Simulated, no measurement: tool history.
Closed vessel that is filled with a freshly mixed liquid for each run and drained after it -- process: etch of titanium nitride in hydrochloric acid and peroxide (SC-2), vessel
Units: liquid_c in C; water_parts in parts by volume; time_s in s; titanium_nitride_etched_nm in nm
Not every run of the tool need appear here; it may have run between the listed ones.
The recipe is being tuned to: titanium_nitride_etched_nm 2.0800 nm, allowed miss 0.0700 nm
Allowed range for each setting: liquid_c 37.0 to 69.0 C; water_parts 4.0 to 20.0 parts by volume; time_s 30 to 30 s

| run | day | liquid_c | water_parts | time_s | titanium_nitride_etched_nm |
|---|---|---|---|---|---|
| 1 | 0.000 | 53.0 | 11.0 | 30 | 1.1871 |
| 2 | 0.129 | 54.0 | 11.0 | 30 | 1.2525 |
| 3 | 0.246 | 54.0 | 14.5 | 30 | 1.0067 |
| 4 | 0.321 | 55.5 | 14.5 | 30 | 1.1190 |
| 5 | 0.646 | 55.5 | 12.0 | 30 | 1.3091 |
| 6 | 0.946 | 52.0 | 12.0 | 30 | 1.0338 |
| 7 | 1.108 | 53.5 | 12.0 | 30 | 1.1285 |
| 8 | 1.329 | 54.5 | 12.0 | 30 | 1.2241 |

Exercise: of the 4 proposed moves below, exactly one satisfies all targets within the stated allowed misses. Which move is it?
| A | 1.550 | 61.5 | 11.0 | 30 | ? |
| B | 1.550 | 53.5 | 13.5 | 30 | ? |
| C | 1.550 | 60.0 | 6.5 | 30 | ? |
| D | 1.550 | 62.0 | 10.0 | 30 | ? |

| move | titanium_nitride_etched_nm |
|---|---|
| A | 2.0687 |
| B | 1.0416 |
| C | 2.8884 |
| D | 2.3127 |
A: meets every target
B: lands further from the targets than the last run did
C: takes the result that was furthest off past its target
D: takes the result that was furthest off past its target
Correct choice: A, which meets every target
